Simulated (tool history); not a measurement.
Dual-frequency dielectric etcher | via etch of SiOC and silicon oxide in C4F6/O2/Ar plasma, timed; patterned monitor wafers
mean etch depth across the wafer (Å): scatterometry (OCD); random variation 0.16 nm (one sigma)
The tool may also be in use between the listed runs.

run  hour  source power (W)  bias power (W)  etch time (s)  mean etch depth across the wafer (Å)
  1   0.0               410             236           60.0                                811.30
  2   2.3               470             236           60.0                                852.33
  3   5.8               400             236           60.0                                803.63
  4   6.4               430             236           60.0                                825.66
  5   9.5               410             235           60.0                                812.17
  6  12.3               410             262           60.0                                829.33

Run 7 comes next. What will it give?
  7  19.2               390             260           60.0                                     ?

mean etch depth across the wafer (Å): 813.09
